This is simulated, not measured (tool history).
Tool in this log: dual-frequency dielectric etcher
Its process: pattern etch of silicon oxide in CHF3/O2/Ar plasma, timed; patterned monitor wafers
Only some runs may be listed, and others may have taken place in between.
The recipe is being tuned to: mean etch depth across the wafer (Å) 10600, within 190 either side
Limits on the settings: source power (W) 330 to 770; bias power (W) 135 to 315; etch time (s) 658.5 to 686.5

run  hour  source power (W)  bias power (W)  etch time (s)  mean etch depth across the wafer (Å)
  1   0.0               550             225          658.5                                 13238
  2   7.1               550             265          658.5                                 14533
  3   8.7               550             241          658.5                                 13778
  4  12.9               510             229          658.5                                 13053
  5  15.2               470             219          658.5                                 12336
  6  16.1               470             198          658.5                                 11626
  7  19.6               450             197          658.5                                 11464
  8  24.7               340             188          658.5                                 10117
  9  26.2               350             188          658.5                                 10237
 10  35.4               360             188          658.5                                 10363

Pick the move, out of 5, that brings all results within their allowed miss; only one does.
  A  44.6               350             195          664.5                                     ?
  B  44.6               330             196          658.5                                     ?
  C  44.6               360             183          658.5                                     ?
  D  44.6               400             186          686.5                                     ?
  E  44.6               390             188          686.5                                     ?

move  mean etch depth across the wafer (Å)
   A                                 10598
   B                                 10334
   C                                 10193
   D                                 11121
   E                                 11099
A: hits every target within its allowed miss
B: its largest miss is bigger than the last run's
C: its largest miss is bigger than the last run's
D: pushes the last run's worst result past its target
E: pushes the last run's worst result past its target
The move that meets every target is A.
